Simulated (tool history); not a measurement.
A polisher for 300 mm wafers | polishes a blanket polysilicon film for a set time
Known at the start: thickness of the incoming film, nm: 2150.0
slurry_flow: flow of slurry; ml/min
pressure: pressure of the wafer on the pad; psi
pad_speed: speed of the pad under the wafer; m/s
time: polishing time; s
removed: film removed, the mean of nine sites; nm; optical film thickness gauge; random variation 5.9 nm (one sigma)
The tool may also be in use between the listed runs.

run	hour	slurry_flow	pressure	pad_speed	time	removed
1	0.0	315	3.3	1.06	98	1183.00
2	8.6	315	3.1	1.06	98	1139.70
3	12.6	315	2.9	1.06	98	1092.60
4	18.6	315	2.9	1.20	98	1196.00
5	20.4	315	2.7	1.18	98	1128.70
6	28.2	315	2.3	1.18	98	1009.00

Forecast run 7:
7	29.5	315	2.2	1.16	98	?

Run 7 gave removed 982.29 nm.

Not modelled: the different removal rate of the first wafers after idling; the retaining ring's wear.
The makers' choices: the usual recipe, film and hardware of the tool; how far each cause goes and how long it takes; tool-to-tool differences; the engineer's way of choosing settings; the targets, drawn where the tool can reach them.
